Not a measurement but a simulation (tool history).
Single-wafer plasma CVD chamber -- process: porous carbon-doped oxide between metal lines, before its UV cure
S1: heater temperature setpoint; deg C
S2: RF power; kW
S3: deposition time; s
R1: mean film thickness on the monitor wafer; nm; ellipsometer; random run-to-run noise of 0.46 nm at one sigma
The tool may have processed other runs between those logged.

run    day   S1     S2    S3      R1
  1  0.000  300  0.410  20.2  95.989
  2  0.233  303  0.405  20.2  92.619
  3  0.408  305  0.405  20.2  91.025
  4  0.671  307  0.405  20.2  90.093
  5  0.692  309  0.405  20.2  89.329
     0.812  -- thermocouple changed; heater temperature recalibrated
  6  0.812  311  0.405  20.2  90.627
  7  0.992  312  0.400  20.2  88.409
  8  1.225  313  0.395  20.2  86.890
  9  1.354  314  0.390  20.2  85.496
 10  1.600  315  0.390  20.2  85.218
 11  1.971  316  0.390  20.2  84.810

Predict the results of run 12:
 12  2.267  317  0.390  20.2   ?

{"run 12": {"R1": 84.238}}

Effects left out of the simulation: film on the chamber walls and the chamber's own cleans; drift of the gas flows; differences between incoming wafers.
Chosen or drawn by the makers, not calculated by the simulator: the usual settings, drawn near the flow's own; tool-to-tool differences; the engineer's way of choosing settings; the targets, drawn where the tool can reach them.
